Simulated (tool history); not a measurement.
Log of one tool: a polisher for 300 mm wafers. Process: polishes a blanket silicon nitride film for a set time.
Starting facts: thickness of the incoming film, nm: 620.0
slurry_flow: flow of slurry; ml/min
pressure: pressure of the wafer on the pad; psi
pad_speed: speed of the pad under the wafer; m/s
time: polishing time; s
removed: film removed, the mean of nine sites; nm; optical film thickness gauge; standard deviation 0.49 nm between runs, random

run 1 hour=0.0 | slurry_flow=255 pressure=2.5 pad_speed=0.86 time=98 | removed=87.656
run 2 hour=9.0 | slurry_flow=255 pressure=2.5 pad_speed=0.86 time=103 | removed=92.546
run 3 hour=16.2 | slurry_flow=315 pressure=2.5 pad_speed=0.86 time=103 | removed=94.053
run 4 hour=21.2 | slurry_flow=380 pressure=2.5 pad_speed=0.86 time=103 | removed=95.632
run 5 hour=27.5 | slurry_flow=380 pressure=2.2 pad_speed=0.84 time=103 | removed=83.316
run 6 hour=33.2 | slurry_flow=380 pressure=2.2 pad_speed=1.02 time=103 | removed=96.291
run 7 hour=41.1 | slurry_flow=380 pressure=2.0 pad_speed=0.96 time=103 | removed=84.045

Estimate the outcome of run 8 from the log above:
run 8 hour=43.0 | slurry_flow=375 pressure=1.3 pad_speed=0.74 time=102 | removed=?

Run 8 measured removed 44.968 nm.
